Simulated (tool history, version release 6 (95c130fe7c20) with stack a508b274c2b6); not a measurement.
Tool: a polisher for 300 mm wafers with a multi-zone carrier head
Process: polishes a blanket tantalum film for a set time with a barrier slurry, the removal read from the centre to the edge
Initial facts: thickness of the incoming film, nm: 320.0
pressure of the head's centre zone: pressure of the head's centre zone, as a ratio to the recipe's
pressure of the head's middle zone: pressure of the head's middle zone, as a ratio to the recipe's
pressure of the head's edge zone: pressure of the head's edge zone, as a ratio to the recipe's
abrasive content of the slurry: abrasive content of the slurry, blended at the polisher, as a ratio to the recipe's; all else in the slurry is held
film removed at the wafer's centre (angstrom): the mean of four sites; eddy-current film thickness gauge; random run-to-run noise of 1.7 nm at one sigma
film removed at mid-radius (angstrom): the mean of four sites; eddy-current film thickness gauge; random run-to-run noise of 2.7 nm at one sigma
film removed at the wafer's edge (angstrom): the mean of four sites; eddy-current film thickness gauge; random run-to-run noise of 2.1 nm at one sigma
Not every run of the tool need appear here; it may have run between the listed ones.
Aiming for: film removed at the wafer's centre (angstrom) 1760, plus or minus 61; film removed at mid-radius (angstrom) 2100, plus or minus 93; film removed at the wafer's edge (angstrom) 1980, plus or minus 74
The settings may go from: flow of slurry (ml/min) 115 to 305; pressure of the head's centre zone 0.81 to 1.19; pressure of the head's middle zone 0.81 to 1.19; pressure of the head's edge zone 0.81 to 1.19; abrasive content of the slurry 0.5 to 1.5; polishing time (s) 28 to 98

run,hour,flow of slurry (ml/min),pressure of the head's centre zone,pressure of the head's middle zone,pressure of the head's edge zone,abrasive content of the slurry,polishing time (s),film removed at the wafer's centre (angstrom),film removed at mid-radius (angstrom),film removed at the wafer's edge (angstrom)
1,0,195,1,1,1,1,63,1311.6,1342,1318.7
2,5.7,200,0.99,1.04,1.04,1.15,67,1421.4,1487.9,1464.4
3,12.5,240,0.99,1.04,1.04,1.15,67,1486.6,1527.1,1477.9
4,15,225,0.97,1.07,1.05,1.25,72,1573.3,1668.7,1597.4
5,16.3,215,0.94,1.1,1.07,1.3,76,1627.6,1812.8,1750.8
6,24.9,215,0.94,1.03,1.07,1.3,76,1615.5,1752.7,1726.2
7,28.4,215,0.92,1.07,1.08,1.35,78,1618.8,1892.1,1776.7
8,33.1,215,0.92,1.09,1.1,1.4,79,1638.6,1909.5,1863.7

Consider the 5 candidate settings below. Which is the only one whose results all fall within their allowed miss of target?
A,37.8,245,0.87,1.19,0.81,1.35,86,?,?,?
B,37.8,290,0.91,1.11,1.09,1.3,84,?,?,?
C,37.8,140,0.87,1.09,1.02,1.25,89,?,?,?
D,37.8,165,0.99,0.93,1.19,1.15,84,?,?,?
E,37.8,115,0.98,0.96,1.19,1.5,85,?,?,?

move,film removed at the wafer's centre (angstrom),film removed at mid-radius (angstrom),film removed at the wafer's edge (angstrom)
A,1723,2225.3,1769.7
B,1778.8,2083.4,1997.3
C,1614.1,1974.2,1899.8
D,1747.2,1674.5,1938
E,1741.8,1735.9,1997.2
A: pushes the last run's worst result past its target
B: every result within its allowed miss
C: further off than the last run
D: further off than the last run
E: further off than the last run
Move B is the one to make.
